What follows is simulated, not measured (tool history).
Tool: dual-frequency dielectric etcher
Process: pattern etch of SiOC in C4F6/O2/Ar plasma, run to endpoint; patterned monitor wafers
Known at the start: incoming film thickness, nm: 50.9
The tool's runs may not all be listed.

| run | hour | bias power (kW) | source power (kW) | endpoint time (s) |
|---|---|---|---|---|
| 1 | 0.0 | 0.592 | 0.450 | 16.339 |
| 2 | 5.8 | 0.592 | 0.380 | 17.165 |
| 3 | 12.1 | 0.658 | 0.400 | 16.108 |
| 4 | 17.0 | 0.658 | 0.450 | 15.539 |
| 5 | 24.6 | 0.697 | 0.450 | 15.169 |
| 6 | 27.7 | 0.697 | 0.380 | 15.948 |
| 7 | 29.3 | 0.734 | 0.400 | 15.346 |
| 8 | 35.9 | 0.761 | 0.410 | 15.008 |
| 9 | 38.4 | 0.780 | 0.420 | 14.706 |

The next listed run, before its measurement:
| 10 | 46.0 | 0.794 | 0.430 | ? |

Run 10 gave endpoint time (s) 14.545.
